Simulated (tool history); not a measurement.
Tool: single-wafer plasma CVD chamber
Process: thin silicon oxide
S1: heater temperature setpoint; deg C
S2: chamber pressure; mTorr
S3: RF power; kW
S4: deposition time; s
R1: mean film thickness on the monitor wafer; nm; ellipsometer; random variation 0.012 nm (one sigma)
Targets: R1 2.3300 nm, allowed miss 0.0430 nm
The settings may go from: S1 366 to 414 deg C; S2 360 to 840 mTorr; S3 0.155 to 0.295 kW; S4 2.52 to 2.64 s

Run 1, hour 0.0: S1 390 deg C, S2 600 mTorr, S3 0.225 kW, S4 2.64 s. Result: R1 2.7519 nm.
Run 2, hour 0.6: S1 390 deg C, S2 600 mTorr, S3 0.225 kW, S4 2.52 s. Result: R1 2.5996 nm.
Run 3, hour 2.9: S1 396 deg C, S2 600 mTorr, S3 0.225 kW, S4 2.52 s. Result: R1 2.6403 nm.
Run 4, hour 4.9: S1 396 deg C, S2 587 mTorr, S3 0.225 kW, S4 2.52 s. Result: R1 2.5941 nm.
Run 5, hour 6.9: S1 396 deg C, S2 492 mTorr, S3 0.225 kW, S4 2.52 s. Result: R1 2.1743 nm.
Run 6, hour 12.2: S1 396 deg C, S2 492 mTorr, S3 0.210 kW, S4 2.52 s. Result: R1 2.1009 nm.
Run 7, hour 21.0: S1 396 deg C, S2 503 mTorr, S3 0.210 kW, S4 2.52 s. Result: R1 2.1268 nm.
Run 8, hour 24.2: S1 396 deg C, S2 512 mTorr, S3 0.210 kW, S4 2.52 s. Result: R1 2.1765 nm.
Run 9, hour 31.3: S1 396 deg C, S2 519 mTorr, S3 0.210 kW, S4 2.52 s. Result: R1 2.1834 nm.
Run 10, hour 33.5: S1 396 deg C, S2 526 mTorr, S3 0.210 kW, S4 2.52 s. Result: R1 2.2144 nm.
Run 11, hour 39.4: S1 396 deg C, S2 531 mTorr, S3 0.210 kW, S4 2.52 s. Result: R1 2.2421 nm.

Which of these 5 next moves meets every target?
Run A, hour 45.3: S1 399 deg C, S2 532 mTorr, S3 0.205 kW, S4 2.64 s. Result: R1 ?.
Run B, hour 45.3: S1 408 deg C, S2 525 mTorr, S3 0.215 kW, S4 2.52 s. Result: R1 ?.
Run C, hour 45.3: S1 399 deg C, S2 567 mTorr, S3 0.205 kW, S4 2.64 s. Result: R1 ?.
Run D, hour 45.3: S1 399 deg C, S2 534 mTorr, S3 0.210 kW, S4 2.52 s. Result: R1 ?.
Run E, hour 45.3: S1 405 deg C, S2 478 mTorr, S3 0.235 kW, S4 2.63 s. Result: R1 ?.

move      R1
   A  2.2887
   B  2.2042
   C  2.4387
   D  2.2238
   E  2.2024
A: meets every target
B: further off than the last run
C: takes the result that was furthest off past its target
D: further off than the last run
E: further off than the last run
Move A is the one to make.
